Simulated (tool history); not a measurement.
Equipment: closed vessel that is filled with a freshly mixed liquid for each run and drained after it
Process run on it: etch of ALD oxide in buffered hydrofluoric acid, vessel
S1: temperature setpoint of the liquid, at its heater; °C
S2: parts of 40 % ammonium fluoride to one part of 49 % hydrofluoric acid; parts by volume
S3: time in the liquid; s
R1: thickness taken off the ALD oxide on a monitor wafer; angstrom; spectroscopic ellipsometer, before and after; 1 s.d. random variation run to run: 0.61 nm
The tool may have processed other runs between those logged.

run	day	S1	S2	S3	R1
1	0.000	24.0	12.5	30	341.51
2	0.175	20.5	12.5	30	282.28
3	0.521	18.5	12.5	30	249.69
4	0.796	20.0	12.5	30	273.48
5	1.142	20.0	11.0	30	311.55
6	1.262	20.0	13.0	30	257.98
7	1.467	23.5	11.5	30	360.52
8	1.833	23.5	11.5	30	363.06
9	2.179	26.0	10.5	30	448.33

What will run 10 give?
10	2.292	27.5	9.5	30	?

Run 10 measured R1 524.48 angstrom.

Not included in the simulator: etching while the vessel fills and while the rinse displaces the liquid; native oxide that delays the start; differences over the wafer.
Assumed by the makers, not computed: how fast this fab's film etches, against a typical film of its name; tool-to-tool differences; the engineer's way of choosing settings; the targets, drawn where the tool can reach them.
